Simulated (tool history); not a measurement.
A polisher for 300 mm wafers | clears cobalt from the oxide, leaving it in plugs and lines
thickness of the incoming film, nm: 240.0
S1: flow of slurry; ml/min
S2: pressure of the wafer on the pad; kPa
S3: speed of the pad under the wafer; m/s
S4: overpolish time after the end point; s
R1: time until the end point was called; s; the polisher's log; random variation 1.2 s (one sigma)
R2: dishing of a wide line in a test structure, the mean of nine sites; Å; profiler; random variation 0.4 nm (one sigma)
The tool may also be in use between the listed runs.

Run 1, hour 0.0: S1 140 ml/min, S2 13.1 kPa, S3 1.02 m/s, S4 13 s. Result: R1 57.980 s, R2 331.61 Å.
Run 2, hour 0.5: S1 140 ml/min, S2 12.4 kPa, S3 1.02 m/s, S4 11 s. Result: R1 61.198 s, R2 276.93 Å.
Run 3, hour 3.2: S1 140 ml/min, S2 12.4 kPa, S3 1.14 m/s, S4 11 s. Result: R1 56.809 s, R2 315.05 Å.
Run 4, hour 9.0: S1 140 ml/min, S2 12.4 kPa, S3 1.14 m/s, S4 14 s. Result: R1 57.258 s, R2 346.89 Å.
Run 5, hour 14.3: S1 155 ml/min, S2 12.4 kPa, S3 1.08 m/s, S4 12 s. Result: R1 57.938 s, R2 309.26 Å.
Run 6, hour 20.4: S1 155 ml/min, S2 12.4 kPa, S3 1.08 m/s, S4 10 s. Result: R1 57.286 s, R2 289.16 Å.
Run 7, hour 25.2: S1 170 ml/min, S2 12.4 kPa, S3 1.00 m/s, S4 9 s. Result: R1 62.167 s, R2 251.65 Å.
Run 8, hour 29.6: S1 180 ml/min, S2 12.4 kPa, S3 0.96 m/s, S4 8 s. Result: R1 61.322 s, R2 216.51 Å.
Run 9, hour 32.4: S1 185 ml/min, S2 12.4 kPa, S3 0.96 m/s, S4 7 s. Result: R1 62.982 s, R2 205.68 Å.

Predict the results of run 10:
Run 10, hour 39.3: S1 185 ml/min, S2 12.4 kPa, S3 0.96 m/s, S4 6 s. Result: R1 ?, R2 ?.

For run 10 the tool returned R1 62.075 s, R2 187.93 Å.
